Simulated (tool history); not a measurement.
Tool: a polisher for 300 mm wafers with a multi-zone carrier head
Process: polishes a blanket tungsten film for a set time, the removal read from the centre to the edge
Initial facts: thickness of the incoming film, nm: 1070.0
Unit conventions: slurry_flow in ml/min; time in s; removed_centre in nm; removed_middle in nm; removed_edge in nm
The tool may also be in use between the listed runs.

run 1 day=0.000 | slurry_flow=275 centre_zone=1.00 middle_zone=1.00 edge_zone=1.00 slurry_solids=1.00 time=54 | removed_centre=355.19 removed_middle=361.69 removed_edge=358.88
run 2 day=0.346 | slurry_flow=275 centre_zone=1.00 middle_zone=0.94 edge_zone=1.00 slurry_solids=1.00 time=54 | removed_centre=354.02 removed_middle=343.63 removed_edge=359.66
run 3 day=0.654 | slurry_flow=270 centre_zone=1.01 middle_zone=0.91 edge_zone=0.99 slurry_solids=0.90 time=53 | removed_centre=349.97 removed_middle=318.55 removed_edge=329.37
run 4 day=0.812 | slurry_flow=270 centre_zone=0.98 middle_zone=0.91 edge_zone=0.99 slurry_solids=0.90 time=53 | removed_centre=338.61 removed_middle=323.44 removed_edge=337.34
run 5 day=0.983 | slurry_flow=270 centre_zone=0.98 middle_zone=0.91 edge_zone=0.99 slurry_solids=0.90 time=61 | removed_centre=385.78 removed_middle=367.94 removed_edge=384.92
run 6 day=1.308 | slurry_flow=270 centre_zone=0.98 middle_zone=0.91 edge_zone=0.95 slurry_solids=0.90 time=61 | removed_centre=384.87 removed_middle=371.44 removed_edge=380.81
run 7 day=1.654 | slurry_flow=265 centre_zone=0.98 middle_zone=0.89 edge_zone=0.98 slurry_solids=0.85 time=59 | removed_centre=370.02 removed_middle=343.85 removed_edge=372.30

Expected results for the next run?
run 8 day=1.688 | slurry_flow=260 centre_zone=0.98 middle_zone=0.87 edge_zone=0.97 slurry_solids=0.80 time=57 | removed_centre=? removed_middle=? removed_edge=?

removed_centre: 348.44 nm
removed_middle: 317.85 nm
removed_edge: 346.97 nm
